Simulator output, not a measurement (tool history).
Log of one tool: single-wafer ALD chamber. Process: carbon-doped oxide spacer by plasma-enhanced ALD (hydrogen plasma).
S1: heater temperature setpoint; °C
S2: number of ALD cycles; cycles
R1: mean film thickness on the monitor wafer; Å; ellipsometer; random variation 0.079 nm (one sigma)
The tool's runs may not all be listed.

run 1 hour=0.0 | S1=395 S2=491 | R1=242.09
run 2 hour=1.0 | S1=387 S2=491 | R1=242.87
run 3 hour=6.1 | S1=387 S2=526 | R1=259.04
run 4 hour=13.0 | S1=387 S2=551 | R1=272.83
run 5 hour=17.8 | S1=387 S2=566 | R1=280.88
run 6 hour=23.7 | S1=381 S2=566 | R1=279.80

Forecast run 7:
run 7 hour=25.3 | S1=381 S2=577 | R1=?

{"run 7": {"R1": 285.65}}

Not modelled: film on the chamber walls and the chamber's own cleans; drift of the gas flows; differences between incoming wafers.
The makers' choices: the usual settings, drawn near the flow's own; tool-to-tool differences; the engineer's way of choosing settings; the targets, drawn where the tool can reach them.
